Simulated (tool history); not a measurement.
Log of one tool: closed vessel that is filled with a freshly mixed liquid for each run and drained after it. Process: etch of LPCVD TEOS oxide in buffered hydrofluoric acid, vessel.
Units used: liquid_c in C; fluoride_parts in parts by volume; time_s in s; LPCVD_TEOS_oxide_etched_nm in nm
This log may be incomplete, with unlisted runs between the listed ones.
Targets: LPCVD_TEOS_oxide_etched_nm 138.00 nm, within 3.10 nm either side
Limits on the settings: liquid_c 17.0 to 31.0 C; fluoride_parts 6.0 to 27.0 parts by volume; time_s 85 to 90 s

run 1 hour=0.0 | liquid_c=23.0 fluoride_parts=16.5 time_s=85 | LPCVD_TEOS_oxide_etched_nm=114.18
run 2 hour=3.8 | liquid_c=24.0 fluoride_parts=16.5 time_s=85 | LPCVD_TEOS_oxide_etched_nm=121.47
run 3 hour=11.0 | liquid_c=24.0 fluoride_parts=12.0 time_s=85 | LPCVD_TEOS_oxide_etched_nm=166.42
run 4 hour=16.9 | liquid_c=24.0 fluoride_parts=12.0 time_s=90 | LPCVD_TEOS_oxide_etched_nm=174.64
run 5 hour=23.2 | liquid_c=24.0 fluoride_parts=12.0 time_s=85 | LPCVD_TEOS_oxide_etched_nm=166.47
run 6 hour=31.6 | liquid_c=24.0 fluoride_parts=7.5 time_s=85 | LPCVD_TEOS_oxide_etched_nm=258.64
run 7 hour=33.7 | liquid_c=22.0 fluoride_parts=8.5 time_s=85 | LPCVD_TEOS_oxide_etched_nm=199.92
run 8 hour=37.6 | liquid_c=20.5 fluoride_parts=8.5 time_s=85 | LPCVD_TEOS_oxide_etched_nm=186.16
run 9 hour=42.3 | liquid_c=19.5 fluoride_parts=9.0 time_s=85 | LPCVD_TEOS_oxide_etched_nm=164.06
run 10 hour=43.4 | liquid_c=19.0 fluoride_parts=9.0 time_s=85 | LPCVD_TEOS_oxide_etched_nm=159.11
run 11 hour=52.7 | liquid_c=18.5 fluoride_parts=9.0 time_s=85 | LPCVD_TEOS_oxide_etched_nm=155.54

Which single option among these 5 for the next run brings every result within its allowed miss of target? Just one does.
run A hour=62.0 | liquid_c=17.5 fluoride_parts=11.0 time_s=90 | LPCVD_TEOS_oxide_etched_nm=?
run B hour=62.0 | liquid_c=17.0 fluoride_parts=9.0 time_s=85 | LPCVD_TEOS_oxide_etched_nm=?
run C hour=62.0 | liquid_c=17.5 fluoride_parts=9.0 time_s=85 | LPCVD_TEOS_oxide_etched_nm=?
run D hour=62.0 | liquid_c=17.5 fluoride_parts=10.5 time_s=85 | LPCVD_TEOS_oxide_etched_nm=?
run E hour=62.0 | liquid_c=18.5 fluoride_parts=10.5 time_s=85 | LPCVD_TEOS_oxide_etched_nm=?

move=A LPCVD_TEOS_oxide_etched_nm=132.42
move=B LPCVD_TEOS_oxide_etched_nm=142.54
move=C LPCVD_TEOS_oxide_etched_nm=146.66
move=D LPCVD_TEOS_oxide_etched_nm=130.87
move=E LPCVD_TEOS_oxide_etched_nm=138.51
A: moves the result that the last run missed by most past its target, out the other side
B: closer than the last run, but not yet in spec
C: closer than the last run, but not yet in spec
D: moves the result that the last run missed by most past its target, out the other side
E: each result inside its tolerance
E is the move that brings every result within its allowed miss.
